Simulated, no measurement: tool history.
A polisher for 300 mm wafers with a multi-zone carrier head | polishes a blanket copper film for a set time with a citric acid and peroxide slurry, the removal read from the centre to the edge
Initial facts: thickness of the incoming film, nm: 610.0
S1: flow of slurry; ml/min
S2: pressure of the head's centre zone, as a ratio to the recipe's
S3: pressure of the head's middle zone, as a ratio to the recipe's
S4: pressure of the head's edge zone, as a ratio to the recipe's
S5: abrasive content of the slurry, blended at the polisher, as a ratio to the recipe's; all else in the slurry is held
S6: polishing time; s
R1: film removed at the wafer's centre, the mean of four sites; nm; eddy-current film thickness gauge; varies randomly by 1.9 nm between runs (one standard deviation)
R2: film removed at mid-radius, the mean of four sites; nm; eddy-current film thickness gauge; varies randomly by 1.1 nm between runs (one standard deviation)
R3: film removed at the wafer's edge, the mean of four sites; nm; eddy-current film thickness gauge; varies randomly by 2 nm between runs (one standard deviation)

run,hour,S1,S2,S3,S4,S5,S6,R1,R2,R3
1,0.0,290,1.00,1.00,1.00,1.00,42,178.76,182.69,176.91
2,4.6,290,0.97,1.00,0.97,0.90,41,172.39,174.24,172.12
3,11.0,290,0.97,1.09,0.97,0.90,41,171.22,187.20,168.85
4,13.6,290,1.03,1.09,0.97,0.90,41,184.56,185.38,170.14
5,16.7,290,0.99,1.09,0.96,0.80,40,168.80,179.58,162.17
6,17.5,290,0.99,1.17,0.96,0.80,40,166.10,191.38,163.45
7,22.9,285,0.96,1.14,0.95,0.75,39,156.27,179.11,156.73
8,24.9,280,0.94,1.12,0.93,0.70,39,148.62,172.04,155.17
9,31.0,280,0.94,1.12,0.92,0.65,39,149.38,171.00,148.54
10,32.7,275,0.92,1.10,0.92,0.65,39,143.09,168.68,149.65
11,38.4,270,0.91,1.08,0.91,0.65,39,144.99,166.31,142.79
12,44.8,270,0.90,1.06,0.92,0.65,39,141.03,163.37,152.02
13,47.0,270,0.90,1.06,0.92,0.65,39,146.01,163.52,147.64
14,51.1,270,0.88,1.05,0.92,0.60,39,136.08,158.59,146.58

Run 15, settings as shown, results not yet in. Your forecast:
15,54.0,270,0.88,1.04,0.91,0.60,39,?,?,?

{"run 15": {"R1": 136.08, "R2": 159.96, "R3": 140.36}}
